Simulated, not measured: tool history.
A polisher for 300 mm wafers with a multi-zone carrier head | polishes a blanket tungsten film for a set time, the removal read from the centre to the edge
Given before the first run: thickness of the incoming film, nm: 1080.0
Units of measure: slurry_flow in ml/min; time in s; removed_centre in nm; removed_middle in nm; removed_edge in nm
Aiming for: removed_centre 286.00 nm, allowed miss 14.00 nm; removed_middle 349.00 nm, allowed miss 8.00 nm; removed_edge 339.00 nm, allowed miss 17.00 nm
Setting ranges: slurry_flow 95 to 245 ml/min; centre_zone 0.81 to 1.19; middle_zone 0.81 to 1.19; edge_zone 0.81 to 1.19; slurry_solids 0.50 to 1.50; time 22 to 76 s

run 1 hour=0.0 | slurry_flow=155 centre_zone=1.00 middle_zone=1.00 edge_zone=1.00 slurry_solids=1.00 time=49 | removed_centre=364.44 removed_middle=358.69 removed_edge=351.21
run 2 hour=8.5 | slurry_flow=155 centre_zone=1.00 middle_zone=1.00 edge_zone=1.06 slurry_solids=1.00 time=49 | removed_centre=365.07 removed_middle=356.61 removed_edge=367.47
run 3 hour=14.0 | slurry_flow=130 centre_zone=1.00 middle_zone=1.00 edge_zone=1.06 slurry_solids=1.00 time=49 | removed_centre=343.86 removed_middle=343.87 removed_edge=358.04
run 4 hour=21.9 | slurry_flow=130 centre_zone=1.00 middle_zone=1.00 edge_zone=0.98 slurry_solids=1.00 time=49 | removed_centre=354.36 removed_middle=339.83 removed_edge=336.53
run 5 hour=25.3 | slurry_flow=130 centre_zone=0.97 middle_zone=1.01 edge_zone=0.99 slurry_solids=1.00 time=49 | removed_centre=343.62 removed_middle=343.60 removed_edge=347.41
-- hour=30.8 centre zone pressure recalibrated
run 6 hour=30.8 | slurry_flow=130 centre_zone=0.95 middle_zone=1.03 edge_zone=0.98 slurry_solids=0.95 time=49 | removed_centre=308.88 removed_middle=353.63 removed_edge=329.66
run 7 hour=34.1 | slurry_flow=130 centre_zone=0.94 middle_zone=1.03 edge_zone=0.99 slurry_solids=0.95 time=49 | removed_centre=314.48 removed_middle=344.87 removed_edge=340.72
run 8 hour=36.4 | slurry_flow=130 centre_zone=0.93 middle_zone=1.04 edge_zone=0.99 slurry_solids=0.95 time=49 | removed_centre=304.57 removed_middle=353.11 removed_edge=338.27
run 9 hour=42.0 | slurry_flow=130 centre_zone=0.92 middle_zone=1.04 edge_zone=0.99 slurry_solids=0.95 time=49 | removed_centre=303.79 removed_middle=345.91 removed_edge=341.02
run 10 hour=43.5 | slurry_flow=130 centre_zone=0.92 middle_zone=1.04 edge_zone=0.99 slurry_solids=0.95 time=49 | removed_centre=303.83 removed_middle=349.52 removed_edge=348.77

Next run, 5 choices. One meets every target within its allowed miss, the rest don't. Which?
run A hour=45.0 | slurry_flow=135 centre_zone=0.86 middle_zone=0.94 edge_zone=1.09 slurry_solids=1.35 time=49 | removed_centre=? removed_middle=? removed_edge=?
run B hour=45.0 | slurry_flow=165 centre_zone=0.86 middle_zone=1.04 edge_zone=1.02 slurry_solids=1.20 time=44 | removed_centre=? removed_middle=? removed_edge=?
run C hour=45.0 | slurry_flow=130 centre_zone=0.97 middle_zone=1.03 edge_zone=0.91 slurry_solids=0.85 time=52 | removed_centre=? removed_middle=? removed_edge=?
run D hour=45.0 | slurry_flow=110 centre_zone=0.96 middle_zone=1.01 edge_zone=0.93 slurry_solids=1.00 time=53 | removed_centre=? removed_middle=? removed_edge=?
run E hour=45.0 | slurry_flow=125 centre_zone=1.01 middle_zone=0.94 edge_zone=0.92 slurry_solids=0.90 time=53 | removed_centre=? removed_middle=? removed_edge=?

move=A removed_centre=307.78 removed_middle=352.44 removed_edge=381.51
move=B removed_centre=282.74 removed_middle=350.37 removed_edge=334.14
move=C removed_centre=330.84 removed_middle=362.50 removed_edge=338.11
move=D removed_centre=327.42 removed_middle=359.02 removed_edge=348.34
move=E removed_centre=351.12 removed_middle=342.63 removed_edge=348.15
A: moves away from the targets compared with the last run
B: in spec on every target
C: moves away from the targets compared with the last run
D: moves away from the targets compared with the last run
E: moves away from the targets compared with the last run
Correct choice: B, which meets every target
